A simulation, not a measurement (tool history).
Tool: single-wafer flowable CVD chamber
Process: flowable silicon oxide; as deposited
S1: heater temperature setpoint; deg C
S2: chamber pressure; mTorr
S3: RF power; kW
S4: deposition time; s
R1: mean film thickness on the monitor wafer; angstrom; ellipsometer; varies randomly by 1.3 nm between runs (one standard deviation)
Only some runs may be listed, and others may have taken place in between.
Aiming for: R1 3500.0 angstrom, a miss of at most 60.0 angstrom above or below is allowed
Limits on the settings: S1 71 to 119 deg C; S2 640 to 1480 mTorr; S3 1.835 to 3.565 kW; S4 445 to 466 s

run  hour  S1    S2     S3   S4      R1
  1   0.0  95  1060  2.700  466  4516.4
  2   5.0  85  1060  2.700  466  5916.4
  3   8.0  85  1060  2.700  445  5670.0
  4  15.2  85  1240  2.700  445  6617.4
  5  24.0  77  1240  2.700  445  8082.9
  6  32.4  87  1240  2.700  445  6264.8
  7  40.3  94  1240  2.700  445  5168.8
  8  46.1  98  1240  2.700  445  4591.1

Which single option among these 5 for the next run brings every result within its allowed miss of target? Just one does.
  A  51.9  105  1260  2.730  447   ?
  B  51.9  101  1220  2.995  446   ?
  C  51.9   91  1200  2.585  466   ?
  D  51.9  108  1210  2.655  465   ?
  E  51.9  107  1250  2.790  456   ?

move      R1
   A  3808.9
   B  4182.3
   C  5679.0
   D  3480.3
   E  3642.4
A: nearer the targets than the last run, but a result is still out of spec
B: nearer the targets than the last run, but a result is still out of spec
C: lands further from the targets than the last run did
D: all results land within tolerance of their targets
E: nearer the targets than the last run, but a result is still out of spec
Move D is the one to make.
